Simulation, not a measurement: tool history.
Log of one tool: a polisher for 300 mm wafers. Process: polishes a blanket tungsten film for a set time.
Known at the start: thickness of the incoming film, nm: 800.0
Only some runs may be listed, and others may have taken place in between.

run  hour  flow of slurry (ml/min)  pressure of the wafer on the pad (kPa)  speed of the pad under the wafer (cm/s)  abrasive content of the slurry  polishing time (s)  film removed (nm)
  1     0                      180                                    24.8                                      112                               1                  72             316.73
  2   8.5                      180                                    24.8                                      122                               1                  72             346.84
  3  11.1                      180                                    24.8                                      122                               1                  72             356.42
  4  18.5                      180                                    24.8                                      122                               1                  75             365.22
  5  19.7                      180                                    22.8                                      114                               1                  75             314.38
  6  23.1                      180                                    22.8                                      114                             1.2                  75             324.36
  7  24.2                      180                                    20.7                                      108                             1.2                  75             278.87
  8  25.9                      180                                    19.3                                      102                             1.2                  75             247.14
  9  31.5                      180                                    17.9                                       98                             1.2                  75             224.75
 10  36.5                      180                                    16.5                                       94                             1.2                  75             197.54
 11    41                      180                                    15.9                                       92                             1.2                  75             187.41
 12  48.3                      180                                    15.2                                       90                             1.2                  75             176.64

Run 13 has not been measured yet. What should we expect?
 13  53.2                      165                                      11                                       78                             1.2                  75                  ?

{"run 13": {"film removed (nm)": 112.94}}
